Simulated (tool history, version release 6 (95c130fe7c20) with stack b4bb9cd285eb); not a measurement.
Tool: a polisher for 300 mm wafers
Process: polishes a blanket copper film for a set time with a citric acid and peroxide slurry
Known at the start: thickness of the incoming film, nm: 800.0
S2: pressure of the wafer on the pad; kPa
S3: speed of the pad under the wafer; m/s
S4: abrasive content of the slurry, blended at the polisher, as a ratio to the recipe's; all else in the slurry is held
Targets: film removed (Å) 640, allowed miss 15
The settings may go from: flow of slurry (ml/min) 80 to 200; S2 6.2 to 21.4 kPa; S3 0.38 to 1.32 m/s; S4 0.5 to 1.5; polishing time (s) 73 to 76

{"run": 1, "hour": 0.0, "flow of slurry (ml/min)": 130, "S2": 13.8, "S3": 0.84, "S4": 1, "polishing time (s)": 73, "film removed (Å)": 954.89}
{"run": 2, "hour": 9.0, "flow of slurry (ml/min)": 130, "S2": 13.8, "S3": 0.7, "S4": 1, "polishing time (s)": 73, "film removed (Å)": 797.23}
{"run": 3, "hour": 12.2, "flow of slurry (ml/min)": 130, "S2": 13.8, "S3": 0.7, "S4": 1, "polishing time (s)": 76, "film removed (Å)": 829.74}
{"run": 4, "hour": 15.4, "flow of slurry (ml/min)": 130, "S2": 13.8, "S3": 0.7, "S4": 1, "polishing time (s)": 73, "film removed (Å)": 797.87}
{"run": 5, "hour": 20.5, "flow of slurry (ml/min)": 125, "S2": 13.1, "S3": 0.7, "S4": 1, "polishing time (s)": 73, "film removed (Å)": 766.7}
{"run": 6, "hour": 27.8, "flow of slurry (ml/min)": 125, "S2": 13.1, "S3": 0.7, "S4": 1, "polishing time (s)": 76, "film removed (Å)": 800.37}
{"run": 7, "hour": 36.0, "flow of slurry (ml/min)": 125, "S2": 13.1, "S3": 0.7, "S4": 1, "polishing time (s)": 76, "film removed (Å)": 794.64}
{"run": 8, "hour": 44.8, "flow of slurry (ml/min)": 120, "S2": 12.4, "S3": 0.7, "S4": 1, "polishing time (s)": 76, "film removed (Å)": 753.36}
{"run": 9, "hour": 47.8, "flow of slurry (ml/min)": 115, "S2": 12.4, "S3": 0.7, "S4": 1, "polishing time (s)": 76, "film removed (Å)": 744.59}
{"run": 10, "hour": 49.2, "flow of slurry (ml/min)": 110, "S2": 12.4, "S3": 0.7, "S4": 1, "polishing time (s)": 76, "film removed (Å)": 734.83}
{"run": 11, "hour": 50.0, "flow of slurry (ml/min)": 105, "S2": 12.4, "S3": 0.7, "S4": 1, "polishing time (s)": 76, "film removed (Å)": 735.13}
{"run": 12, "hour": 58.4, "flow of slurry (ml/min)": 95, "S2": 11.7, "S3": 0.7, "S4": 1, "polishing time (s)": 76, "film removed (Å)": 685.85}

Which of these 5 next moves meets every target?
{"run": "A", "hour": 66.8, "flow of slurry (ml/min)": 85, "S2": 15.2, "S3": 0.6, "S4": 1, "polishing time (s)": 76, "film removed (Å)": "?"}
{"run": "B", "hour": 66.8, "flow of slurry (ml/min)": 80, "S2": 11.7, "S3": 0.76, "S4": 1.05, "polishing time (s)": 74, "film removed (Å)": "?"}
{"run": "C", "hour": 66.8, "flow of slurry (ml/min)": 120, "S2": 12.4, "S3": 0.62, "S4": 0.95, "polishing time (s)": 73, "film removed (Å)": "?"}
{"run": "D", "hour": 66.8, "flow of slurry (ml/min)": 105, "S2": 11.7, "S3": 0.7, "S4": 0.9, "polishing time (s)": 74, "film removed (Å)": "?"}
{"run": "E", "hour": 66.8, "flow of slurry (ml/min)": 110, "S2": 11.7, "S3": 0.66, "S4": 1, "polishing time (s)": 75, "film removed (Å)": "?"}

move=A film_removed_(Å)=690.95
move=B film_removed_(Å)=692.53
move=C film_removed_(Å)=648.9
move=D film_removed_(Å)=677.49
move=E film_removed_(Å)=672.35
A: further off than the last run
B: further off than the last run
C: meets every target
D: nearer than the last run, and not there yet
E: nearer than the last run, and not there yet
Move C is the one to make.

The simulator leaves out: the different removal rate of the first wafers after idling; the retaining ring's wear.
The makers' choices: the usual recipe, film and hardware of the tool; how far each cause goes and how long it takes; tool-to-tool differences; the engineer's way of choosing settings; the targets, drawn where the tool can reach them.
